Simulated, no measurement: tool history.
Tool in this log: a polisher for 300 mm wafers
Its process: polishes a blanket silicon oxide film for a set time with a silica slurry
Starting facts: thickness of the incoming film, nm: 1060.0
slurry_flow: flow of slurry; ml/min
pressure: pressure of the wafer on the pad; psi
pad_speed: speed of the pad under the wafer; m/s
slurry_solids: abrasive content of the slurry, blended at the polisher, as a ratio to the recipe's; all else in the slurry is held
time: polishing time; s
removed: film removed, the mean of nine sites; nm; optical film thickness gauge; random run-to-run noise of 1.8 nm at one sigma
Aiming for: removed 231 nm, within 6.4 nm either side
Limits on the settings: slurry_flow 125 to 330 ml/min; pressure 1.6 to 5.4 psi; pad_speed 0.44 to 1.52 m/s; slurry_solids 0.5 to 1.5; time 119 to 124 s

Run 1, day 0: slurry_flow 210 ml/min, pressure 3.5 psi, pad_speed 0.98 m/s, slurry_solids 1, time 119 s. Result: removed 284.4 nm.
Run 2, day 0.288: slurry_flow 210 ml/min, pressure 3.5 psi, pad_speed 0.98 m/s, slurry_solids 1, time 119 s. Result: removed 283.17 nm.
Run 3, day 0.488: slurry_flow 165 ml/min, pressure 3.5 psi, pad_speed 0.98 m/s, slurry_solids 1, time 119 s. Result: removed 270.68 nm.
Run 4, day 0.625: slurry_flow 165 ml/min, pressure 2.6 psi, pad_speed 0.98 m/s, slurry_solids 1, time 119 s. Result: removed 206.66 nm.
Run 5, day 0.862: slurry_flow 165 ml/min, pressure 2.6 psi, pad_speed 0.78 m/s, slurry_solids 1, time 119 s. Result: removed 174.57 nm.
Run 6, day 0.946: slurry_flow 125 ml/min, pressure 2.6 psi, pad_speed 0.78 m/s, slurry_solids 1, time 119 s. Result: removed 167.12 nm.
Run 7, day 1.158: slurry_flow 165 ml/min, pressure 2.8 psi, pad_speed 0.78 m/s, slurry_solids 1, time 119 s. Result: removed 185.84 nm.
Run 8, day 1.496: slurry_flow 195 ml/min, pressure 2.9 psi, pad_speed 0.78 m/s, slurry_solids 1, time 119 s. Result: removed 195.09 nm.

Next run, 4 choices. One meets every target within its allowed miss, the rest don't. Which?
Run A, day 1.833: slurry_flow 130 ml/min, pressure 3.9 psi, pad_speed 0.56 m/s, slurry_solids 0.7, time 124 s. Result: removed ?.
Run B, day 1.833: slurry_flow 150 ml/min, pressure 3.5 psi, pad_speed 0.84 m/s, slurry_solids 1, time 124 s. Result: removed ?.
Run C, day 1.833: slurry_flow 175 ml/min, pressure 2.7 psi, pad_speed 1.16 m/s, slurry_solids 1.1, time 119 s. Result: removed ?.
Run D, day 1.833: slurry_flow 180 ml/min, pressure 3 psi, pad_speed 0.86 m/s, slurry_solids 1.05, time 124 s. Result: removed ?.

move  removed
   A    175.5
   B    252.4
   C   254.17
   D   232.36
A: its largest miss is bigger than the last run's
B: takes the biggest miss from the last run beyond its target
C: takes the biggest miss from the last run beyond its target
D: all results in spec
D is the move that brings every result within its allowed miss.

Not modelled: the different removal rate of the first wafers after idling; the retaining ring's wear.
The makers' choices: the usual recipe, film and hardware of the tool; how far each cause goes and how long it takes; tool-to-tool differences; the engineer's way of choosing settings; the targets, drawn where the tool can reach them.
